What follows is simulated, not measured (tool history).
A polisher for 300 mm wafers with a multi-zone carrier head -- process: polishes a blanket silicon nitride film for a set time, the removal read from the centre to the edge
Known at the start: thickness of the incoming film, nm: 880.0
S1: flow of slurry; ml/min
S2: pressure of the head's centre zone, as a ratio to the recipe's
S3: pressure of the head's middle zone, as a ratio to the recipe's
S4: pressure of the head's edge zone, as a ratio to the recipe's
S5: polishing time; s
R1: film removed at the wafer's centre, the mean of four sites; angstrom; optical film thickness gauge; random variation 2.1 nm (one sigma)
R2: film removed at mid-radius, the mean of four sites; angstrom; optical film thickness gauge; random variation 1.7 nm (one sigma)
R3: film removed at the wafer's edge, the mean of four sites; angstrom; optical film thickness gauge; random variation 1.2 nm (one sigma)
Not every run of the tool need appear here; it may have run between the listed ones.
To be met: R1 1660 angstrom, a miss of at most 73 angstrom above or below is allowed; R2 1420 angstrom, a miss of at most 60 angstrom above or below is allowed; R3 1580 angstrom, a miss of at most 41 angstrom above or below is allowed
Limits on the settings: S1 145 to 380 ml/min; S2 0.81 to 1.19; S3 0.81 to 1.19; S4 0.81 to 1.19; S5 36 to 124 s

{"run": 1, "day": 0.0, "S1": 245, "S2": 1, "S3": 1, "S4": 1, "S5": 79, "R1": 2339.8, "R2": 2305.7, "R3": 2367.6}
{"run": 2, "day": 0.312, "S1": 245, "S2": 1, "S3": 1, "S4": 1, "S5": 93, "R1": 2730.5, "R2": 2650.9, "R3": 2809.6}
{"run": 3, "day": 0.358, "S1": 290, "S2": 1, "S3": 1, "S4": 1, "S5": 93, "R1": 2700.5, "R2": 2714.5, "R3": 2855.3}
{"run": 4, "day": 0.683, "S1": 265, "S2": 1, "S3": 1, "S4": 1, "S5": 93, "R1": 2724.3, "R2": 2692.7, "R3": 2816.6}
{"run": 5, "day": 0.788, "S1": 265, "S2": 1, "S3": 1, "S4": 1, "S5": 101, "R1": 3005.3, "R2": 2929.6, "R3": 3033}
{"run": 6, "day": 1.025, "S1": 240, "S2": 1.01, "S3": 0.95, "S4": 0.95, "S5": 83, "R1": 2462.8, "R2": 2291.7, "R3": 2431.4}
{"run": 7, "day": 1.196, "S1": 230, "S2": 1.01, "S3": 0.91, "S4": 0.92, "S5": 72, "R1": 2094.3, "R2": 1923.4, "R3": 2074.1}
{"run": 8, "day": 1.346, "S1": 225, "S2": 1.01, "S3": 0.88, "S4": 0.89, "S5": 66, "R1": 1910.1, "R2": 1709.8, "R3": 1876.1}
{"run": 9, "day": 1.65, "S1": 225, "S2": 1.01, "S3": 0.88, "S4": 0.89, "S5": 66, "R1": 1940.2, "R2": 1706.6, "R3": 1871.2}
{"run": 10, "day": 1.729, "S1": 225, "S2": 1, "S3": 0.86, "S4": 0.87, "S5": 63, "R1": 1825.3, "R2": 1590.6, "R3": 1763.5}
{"run": 11, "day": 1.967, "S1": 225, "S2": 1, "S3": 0.85, "S4": 0.86, "S5": 61, "R1": 1783.8, "R2": 1519.3, "R3": 1707.9}
{"run": 12, "day": 2.058, "S1": 225, "S2": 1, "S3": 0.85, "S4": 0.86, "S5": 61, "R1": 1764.9, "R2": 1527.8, "R3": 1693.6}
{"run": 13, "day": 2.279, "S1": 200, "S2": 0.99, "S3": 0.82, "S4": 0.81, "S5": 57, "R1": 1618, "R2": 1352.5, "R3": 1570.5}

Exactly one of the 5 candidate moves below puts every result within its allowed miss. Which one?
{"run": "A", "day": 2.5, "S1": 235, "S2": 0.93, "S3": 0.91, "S4": 0.85, "S5": 53, "R1": "?", "R2": "?", "R3": "?"}
{"run": "B", "day": 2.5, "S1": 205, "S2": 1.03, "S3": 0.95, "S4": 0.82, "S5": 58, "R1": "?", "R2": "?", "R3": "?"}
{"run": "C", "day": 2.5, "S1": 285, "S2": 0.99, "S3": 0.84, "S4": 0.81, "S5": 56, "R1": "?", "R2": "?", "R3": "?"}
{"run": "D", "day": 2.5, "S1": 175, "S2": 0.93, "S3": 0.83, "S4": 0.82, "S5": 56, "R1": "?", "R2": "?", "R3": "?"}
{"run": "E", "day": 2.5, "S1": 260, "S2": 0.92, "S3": 0.97, "S4": 0.81, "S5": 57, "R1": "?", "R2": "?", "R3": "?"}

move=A R1=1418.3 R2=1370.5 R3=1476.3
move=B R1=1681.6 R2=1523.1 R3=1570.7
move=C R1=1636.7 R2=1387.2 R3=1562.6
move=D R1=1419.8 R2=1279.8 R3=1488.4
move=E R1=1531.4 R2=1575.1 R3=1575.1
A: meets the target for the result that was furthest off, but another lies outside its allowed miss
B: takes the biggest miss from the last run beyond its target
C: meets every target
D: the biggest miss grows against the last run
E: takes the biggest miss from the last run beyond its target
Go with C: it meets all targets.
